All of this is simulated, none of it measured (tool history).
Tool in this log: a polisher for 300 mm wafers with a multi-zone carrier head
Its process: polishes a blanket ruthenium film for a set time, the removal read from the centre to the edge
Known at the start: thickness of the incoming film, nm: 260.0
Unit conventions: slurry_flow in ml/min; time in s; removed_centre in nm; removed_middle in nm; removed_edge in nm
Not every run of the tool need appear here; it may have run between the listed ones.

run 1 hour=0.0 | slurry_flow=300 centre_zone=1.00 middle_zone=1.00 edge_zone=1.00 time=84 | removed_centre=97.196 removed_middle=97.061 removed_edge=98.130
run 2 hour=3.9 | slurry_flow=300 centre_zone=1.00 middle_zone=1.04 edge_zone=1.00 time=84 | removed_centre=96.480 removed_middle=99.318 removed_edge=98.159
run 3 hour=10.5 | slurry_flow=300 centre_zone=1.00 middle_zone=1.11 edge_zone=1.00 time=84 | removed_centre=97.168 removed_middle=105.190 removed_edge=96.266
run 4 hour=12.9 | slurry_flow=300 centre_zone=1.00 middle_zone=1.11 edge_zone=1.00 time=100 | removed_centre=115.110 removed_middle=127.290 removed_edge=115.310
run 5 hour=15.6 | slurry_flow=300 centre_zone=1.00 middle_zone=1.03 edge_zone=1.00 time=100 | removed_centre=117.950 removed_middle=116.780 removed_edge=116.310
run 6 hour=22.4 | slurry_flow=300 centre_zone=1.00 middle_zone=1.10 edge_zone=1.00 time=100 | removed_centre=115.560 removed_middle=122.690 removed_edge=116.240
run 7 hour=26.4 | slurry_flow=315 centre_zone=1.01 middle_zone=1.12 edge_zone=1.00 time=101 | removed_centre=116.280 removed_middle=127.800 removed_edge=118.570

For run 8, what comes out?
run 8 hour=31.0 | slurry_flow=310 centre_zone=1.03 middle_zone=1.14 edge_zone=0.99 time=102 | removed_centre=? removed_middle=? removed_edge=?

Run 8 gave removed_centre 119.730 nm, removed_middle 130.140 nm, removed_edge 117.870 nm.
